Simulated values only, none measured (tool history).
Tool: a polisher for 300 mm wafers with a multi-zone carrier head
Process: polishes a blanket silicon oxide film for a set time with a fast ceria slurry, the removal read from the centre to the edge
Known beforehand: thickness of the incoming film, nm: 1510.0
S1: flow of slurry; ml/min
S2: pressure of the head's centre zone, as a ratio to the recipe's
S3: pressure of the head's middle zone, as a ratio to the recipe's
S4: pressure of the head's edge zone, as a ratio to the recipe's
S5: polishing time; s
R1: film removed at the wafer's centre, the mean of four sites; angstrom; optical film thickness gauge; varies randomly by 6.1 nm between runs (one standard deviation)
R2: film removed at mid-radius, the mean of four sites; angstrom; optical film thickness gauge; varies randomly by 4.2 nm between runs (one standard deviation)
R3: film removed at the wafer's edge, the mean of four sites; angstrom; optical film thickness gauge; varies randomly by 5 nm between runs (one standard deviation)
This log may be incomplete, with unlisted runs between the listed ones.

Run 1, hour 0.0: S1 295 ml/min, S2 1.00, S3 1.00, S4 1.00, S5 46 s. Result: R1 4135.4 angstrom, R2 4045.1 angstrom, R3 4138.4 angstrom.
Run 2, hour 1.0: S1 295 ml/min, S2 1.07, S3 1.00, S4 1.00, S5 46 s. Result: R1 4397.0 angstrom, R2 4075.1 angstrom, R3 4140.0 angstrom.
Run 3, hour 2.8: S1 295 ml/min, S2 1.07, S3 1.07, S4 1.00, S5 46 s. Result: R1 4408.1 angstrom, R2 4270.2 angstrom, R3 3999.9 angstrom.
Run 4, hour 5.3: S1 295 ml/min, S2 1.07, S3 1.07, S4 1.00, S5 56 s. Result: R1 5401.0 angstrom, R2 5225.0 angstrom, R3 4941.3 angstrom.
Run 5, hour 9.5: S1 290 ml/min, S2 1.09, S3 1.07, S4 0.96, S5 55 s. Result: R1 5336.5 angstrom, R2 5165.3 angstrom, R3 4818.6 angstrom.
Run 6, hour 10.1: S1 290 ml/min, S2 1.12, S3 1.07, S4 0.96, S5 55 s. Result: R1 5579.8 angstrom, R2 5175.4 angstrom, R3 4826.6 angstrom.
Run 7, hour 11.7: S1 290 ml/min, S2 1.13, S3 1.08, S4 0.95, S5 53 s. Result: R1 5313.0 angstrom, R2 4981.5 angstrom, R3 4596.4 angstrom.

Predict the results of run 8:
Run 8, hour 16.0: S1 290 ml/min, S2 1.15, S3 1.09, S4 0.94, S5 52 s. Result: R1 ?, R2 ?, R3 ?.

{"run 8": {"R1": 5370.5, "R2": 4957.1, "R3": 4593.7}}
